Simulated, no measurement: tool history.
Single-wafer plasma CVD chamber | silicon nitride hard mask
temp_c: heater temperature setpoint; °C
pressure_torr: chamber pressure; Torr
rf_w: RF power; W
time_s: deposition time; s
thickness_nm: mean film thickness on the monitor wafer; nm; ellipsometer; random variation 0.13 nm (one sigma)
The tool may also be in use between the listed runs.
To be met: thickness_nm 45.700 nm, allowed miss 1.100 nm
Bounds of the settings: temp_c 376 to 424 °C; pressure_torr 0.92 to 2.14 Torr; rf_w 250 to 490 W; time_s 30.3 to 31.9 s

run 1 hour=0.0 | temp_c=400 pressure_torr=1.53 rf_w=370 time_s=31.9 | thickness_nm=40.953
run 2 hour=8.8 | temp_c=392 pressure_torr=1.53 rf_w=370 time_s=31.9 | thickness_nm=41.249
run 3 hour=11.1 | temp_c=402 pressure_torr=1.53 rf_w=370 time_s=31.9 | thickness_nm=41.010
run 4 hour=15.2 | temp_c=391 pressure_torr=1.53 rf_w=370 time_s=31.9 | thickness_nm=41.400
run 5 hour=15.9 | temp_c=391 pressure_torr=1.35 rf_w=370 time_s=31.9 | thickness_nm=40.056
run 6 hour=19.2 | temp_c=391 pressure_torr=1.35 rf_w=370 time_s=30.3 | thickness_nm=38.061
run 7 hour=25.9 | temp_c=391 pressure_torr=1.49 rf_w=380 time_s=30.4 | thickness_nm=40.008
run 8 hour=31.1 | temp_c=391 pressure_torr=1.59 rf_w=385 time_s=30.4 | thickness_nm=40.950
run 9 hour=38.4 | temp_c=391 pressure_torr=1.67 rf_w=395 time_s=30.5 | thickness_nm=42.425
run 10 hour=44.7 | temp_c=391 pressure_torr=1.67 rf_w=395 time_s=30.5 | thickness_nm=42.377
run 11 hour=48.4 | temp_c=391 pressure_torr=1.73 rf_w=400 time_s=30.5 | thickness_nm=42.985
run 12 hour=55.5 | temp_c=391 pressure_torr=1.78 rf_w=405 time_s=30.5 | thickness_nm=43.948
run 13 hour=60.9 | temp_c=391 pressure_torr=1.81 rf_w=405 time_s=30.5 | thickness_nm=44.147
run 14 hour=68.6 | temp_c=391 pressure_torr=1.81 rf_w=405 time_s=30.5 | thickness_nm=44.099
run 15 hour=76.7 | temp_c=391 pressure_torr=1.84 rf_w=405 time_s=30.5 | thickness_nm=44.106

Which of these 5 next moves meets every target?
run A hour=84.8 | temp_c=383 pressure_torr=1.58 rf_w=380 time_s=31.9 | thickness_nm=?
run B hour=84.8 | temp_c=401 pressure_torr=1.91 rf_w=410 time_s=30.9 | thickness_nm=?
run C hour=84.8 | temp_c=403 pressure_torr=2.14 rf_w=355 time_s=31.9 | thickness_nm=?
run D hour=84.8 | temp_c=376 pressure_torr=1.94 rf_w=370 time_s=31.5 | thickness_nm=?
run E hour=84.8 | temp_c=386 pressure_torr=1.92 rf_w=375 time_s=30.6 | thickness_nm=?

move=A thickness_nm=42.802
move=B thickness_nm=45.458
move=C thickness_nm=43.198
move=D thickness_nm=43.618
move=E thickness_nm=42.520
A: further off than the last run
B: meets every target
C: further off than the last run
D: further off than the last run
E: further off than the last run
The right move is B.

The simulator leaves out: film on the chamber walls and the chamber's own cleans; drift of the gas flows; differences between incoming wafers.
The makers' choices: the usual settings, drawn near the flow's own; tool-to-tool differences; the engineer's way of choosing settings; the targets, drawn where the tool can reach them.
